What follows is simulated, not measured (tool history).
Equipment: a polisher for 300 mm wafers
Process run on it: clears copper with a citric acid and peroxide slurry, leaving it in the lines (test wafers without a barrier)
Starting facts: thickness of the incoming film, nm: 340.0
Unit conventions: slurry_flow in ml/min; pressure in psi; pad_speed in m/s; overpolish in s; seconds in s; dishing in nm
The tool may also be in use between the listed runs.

run,hour,slurry_flow,pressure,pad_speed,slurry_solids,overpolish,seconds,dishing
1,0.0,285,2.4,1.30,1.0,17,178.20,21.698
2,2.1,335,2.4,1.30,1.0,17,177.21,22.213
3,2.7,335,1.9,1.30,1.0,17,202.06,19.819
4,4.0,335,2.5,1.36,1.0,14,162.20,20.655
# hour 10.2: worn pad replaced by a new one
5,10.2,335,2.5,1.66,1.0,14,122.85,25.292
6,15.1,335,2.5,1.50,1.0,14,137.20,22.562

Expected results for the next run?
7,18.5,345,2.7,1.50,1.0,13,?,?

seconds: 128.89 s
dishing: 23.226 nm
